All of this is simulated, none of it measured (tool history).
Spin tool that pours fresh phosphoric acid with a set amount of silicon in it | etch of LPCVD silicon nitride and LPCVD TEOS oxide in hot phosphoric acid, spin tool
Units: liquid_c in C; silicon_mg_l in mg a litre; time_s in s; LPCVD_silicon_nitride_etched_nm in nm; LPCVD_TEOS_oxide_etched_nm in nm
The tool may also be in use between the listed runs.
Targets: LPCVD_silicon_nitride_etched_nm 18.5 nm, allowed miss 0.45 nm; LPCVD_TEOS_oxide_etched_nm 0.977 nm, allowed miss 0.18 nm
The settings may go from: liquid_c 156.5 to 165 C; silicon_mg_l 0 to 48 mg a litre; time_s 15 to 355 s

run	hour	liquid_c	silicon_mg_l	time_s	LPCVD_silicon_nitride_etched_nm	LPCVD_TEOS_oxide_etched_nm
1	0	160	21	180	16.442	0.69491
2	5.5	160.5	20.5	180	16.727	0.84285
3	12.1	160.5	20.5	150	13.884	0.68176
4	13.9	160.5	30.5	150	13.87	0.50306
5	22	160.5	30.5	195	17.895	0.56835
6	23.1	160.5	37.5	195	17.86	0.42365
7	26.9	161	35.5	195	18.249	0.49155
8	32.8	161	33.5	195	18.372	0.53586
9	40.4	161	31.5	195	18.413	0.65115
10	44.7	161	30.5	195	18.536	0.58706
11	51	161	28.5	195	18.256	0.64167
12	59	161	27	195	18.462	0.69895

5 next moves are on the table. One of them brings every result within its allowed miss. Which?
A	67	162.5	40	185	?	?
B	67	162	28	190	?	?
C	67	159.5	14.5	205	?	?
D	67	161	38	195	?	?
E	67	161	30	205	?	?

move	LPCVD_silicon_nitride_etched_nm	LPCVD_TEOS_oxide_etched_nm
A	18.256	0.36419
B	18.44	0.64901
C	18.299	0.87332
D	18.305	0.38964
E	19.244	0.60238
A: further off than the last run
B: further off than the last run
C: meets every target
D: further off than the last run
E: further off than the last run
Move C is the one to make.

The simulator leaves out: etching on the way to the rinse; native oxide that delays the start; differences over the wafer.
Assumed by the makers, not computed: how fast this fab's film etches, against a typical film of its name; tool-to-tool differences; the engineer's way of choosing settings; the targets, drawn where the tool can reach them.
